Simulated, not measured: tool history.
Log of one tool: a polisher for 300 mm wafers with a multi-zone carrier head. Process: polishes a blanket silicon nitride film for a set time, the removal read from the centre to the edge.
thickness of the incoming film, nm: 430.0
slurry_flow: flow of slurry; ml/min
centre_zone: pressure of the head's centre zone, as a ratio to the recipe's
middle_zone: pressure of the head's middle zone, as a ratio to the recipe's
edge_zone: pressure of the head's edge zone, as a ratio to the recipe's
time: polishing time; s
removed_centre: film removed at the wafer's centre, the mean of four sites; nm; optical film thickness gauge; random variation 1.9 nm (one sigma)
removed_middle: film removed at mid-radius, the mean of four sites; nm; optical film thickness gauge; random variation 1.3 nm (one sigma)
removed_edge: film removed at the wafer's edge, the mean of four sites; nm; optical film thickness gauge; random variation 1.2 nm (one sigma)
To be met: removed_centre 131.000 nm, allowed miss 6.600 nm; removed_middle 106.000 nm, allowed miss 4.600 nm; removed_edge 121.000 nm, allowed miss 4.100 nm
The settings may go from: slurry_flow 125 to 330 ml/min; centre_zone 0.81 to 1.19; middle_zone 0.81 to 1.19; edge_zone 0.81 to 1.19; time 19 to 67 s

| run | day | slurry_flow | centre_zone | middle_zone | edge_zone | time | removed_centre | removed_middle | removed_edge |
|---|---|---|---|---|---|---|---|---|---|
| 1 | 0.000 | 210 | 1.00 | 1.00 | 1.00 | 43 | 78.991 | 84.322 | 82.595 |
| 2 | 0.029 | 210 | 1.00 | 1.00 | 1.08 | 43 | 75.281 | 85.191 | 84.804 |
| 3 | 0.158 | 210 | 1.00 | 1.00 | 1.08 | 35 | 63.412 | 69.368 | 70.264 |
| 4 | 0.321 | 210 | 1.00 | 0.97 | 1.08 | 35 | 62.084 | 67.076 | 70.633 |
| 5 | 0.550 | 215 | 1.02 | 0.96 | 1.07 | 37 | 68.526 | 71.313 | 74.167 |
| 6 | 0.775 | 220 | 1.04 | 0.94 | 1.08 | 39 | 71.831 | 73.184 | 78.252 |
| 7 | 0.838 | 225 | 1.06 | 0.93 | 1.08 | 41 | 78.787 | 76.371 | 82.746 |
| 8 | 0.946 | 230 | 1.07 | 0.93 | 1.08 | 42 | 82.139 | 78.983 | 85.633 |
| 9 | 1.179 | 235 | 1.08 | 0.93 | 1.08 | 43 | 83.779 | 82.423 | 88.007 |
| 10 | 1.217 | 235 | 1.09 | 0.92 | 1.08 | 44 | 89.966 | 83.448 | 87.904 |
|  | 1.338 | centre zone pressure recalibrated |
| 11 | 1.338 | 250 | 1.11 | 0.84 | 1.18 | 56 | 126.060 | 96.818 | 119.690 |
| 12 | 1.529 | 255 | 1.11 | 0.85 | 1.18 | 56 | 126.870 | 95.446 | 118.010 |
| 13 | 1.688 | 255 | 1.11 | 0.86 | 1.18 | 56 | 127.800 | 97.133 | 118.590 |
| 14 | 1.808 | 255 | 1.11 | 0.87 | 1.18 | 56 | 127.180 | 101.060 | 119.980 |
| 15 | 2.138 | 255 | 1.11 | 0.87 | 1.18 | 56 | 124.690 | 99.677 | 119.450 |

4 next moves are on the table. One of them brings every result within its allowed miss. Which?
| A | 2.467 | 190 | 1.02 | 0.99 | 1.12 | 59 | ? | ? | ? |
| B | 2.467 | 275 | 1.11 | 0.96 | 1.13 | 58 | ? | ? | ? |
| C | 2.467 | 240 | 1.15 | 0.93 | 1.19 | 56 | ? | ? | ? |
| D | 2.467 | 155 | 0.99 | 0.98 | 1.19 | 59 | ? | ? | ? |

| move | removed_centre | removed_middle | removed_edge |
|---|---|---|---|
| A | 120.430 | 115.010 | 120.310 |
| B | 133.570 | 113.690 | 121.730 |
| C | 131.940 | 105.660 | 119.750 |
| D | 114.400 | 111.900 | 122.450 |
A: takes the result that was furthest off past its target
B: takes the result that was furthest off past its target
C: meets every target
D: takes the result that was furthest off past its target
The right move is C.
